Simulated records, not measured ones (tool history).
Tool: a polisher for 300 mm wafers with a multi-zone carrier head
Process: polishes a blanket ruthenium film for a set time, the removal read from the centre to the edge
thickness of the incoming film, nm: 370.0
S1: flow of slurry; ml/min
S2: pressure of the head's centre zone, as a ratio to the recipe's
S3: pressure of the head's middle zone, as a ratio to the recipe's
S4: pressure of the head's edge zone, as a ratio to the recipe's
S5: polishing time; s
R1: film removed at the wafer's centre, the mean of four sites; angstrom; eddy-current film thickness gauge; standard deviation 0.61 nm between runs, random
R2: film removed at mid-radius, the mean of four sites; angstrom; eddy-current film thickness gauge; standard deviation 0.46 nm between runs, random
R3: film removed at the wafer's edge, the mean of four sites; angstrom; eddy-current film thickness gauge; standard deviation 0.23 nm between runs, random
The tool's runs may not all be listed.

run,hour,S1,S2,S3,S4,S5,R1,R2,R3
1,0,290,1,1,1,59,409.93,402.75,403.24
2,1.3,285,1.01,0.99,0.97,59,415.39,386.43,394.07
3,2.4,280,1.02,0.99,0.95,59,415.65,394.63,393.72
4,8.8,280,1.02,0.99,0.95,71,503.12,479.26,470.64
5,9.6,280,1.02,0.96,0.95,71,506.01,452,465.86
6,11.4,325,1.02,0.96,0.95,71,509.68,457.14,476.36

Predict the results of run 7:
7,18.3,310,1.03,0.96,0.92,69,?,?,?

R1: 498.27 angstrom
R2: 449.22 angstrom
R3: 452.75 angstrom
